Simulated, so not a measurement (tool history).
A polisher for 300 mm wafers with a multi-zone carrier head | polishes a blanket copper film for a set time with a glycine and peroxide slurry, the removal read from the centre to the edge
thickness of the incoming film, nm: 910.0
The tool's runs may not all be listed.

run,day,flow of slurry (ml/min),pressure of the head's centre zone,pressure of the head's middle zone,pressure of the head's edge zone,polishing time (s),film removed at the wafer's centre (Å),film removed at mid-radius (Å),film removed at the wafer's edge (Å)
1,0.000,310,1.00,1.00,1.00,42,3000.7,2959.7,3100.9
2,0.125,320,1.00,1.02,1.00,42,3047.4,2979.6,3072.4
3,0.471,320,1.00,1.02,0.92,42,3013.8,2994.1,2928.5
4,0.496,320,1.00,1.02,0.92,48,3452.3,3394.1,3361.9
5,0.796,320,1.00,1.02,0.92,40,2838.7,2865.9,2793.5
6,0.975,320,1.07,1.02,0.92,40,3019.9,2829.4,2824.6
# day 1.000: edge zone pressure recalibrated
7,1.000,325,1.06,1.04,0.94,40,3062.0,2925.5,2752.9
8,1.225,325,1.05,1.05,0.96,41,3100.5,2967.1,2811.7
9,1.358,325,1.03,1.06,0.97,42,3140.7,3040.8,2897.3
10,1.592,325,1.01,1.07,0.98,43,3091.2,3180.2,2944.5
11,1.646,330,1.00,1.07,0.99,43,3108.6,3182.7,3058.0
12,1.725,410,0.99,1.15,1.00,43,3096.0,3353.9,3078.3
13,2.079,415,0.99,1.15,1.00,43,3128.2,3335.8,3058.5
14,2.183,415,0.99,1.15,1.01,43,3123.7,3360.1,3088.5
15,2.250,420,0.99,1.15,1.01,43,3138.9,3395.2,3082.3

Run 16 comes next. What will it give?
16,2.400,425,0.99,1.15,1.01,43,?,?,?

film removed at the wafer's centre (Å): 3165.6
film removed at mid-radius (Å): 3355.1
film removed at the wafer's edge (Å): 3078.8
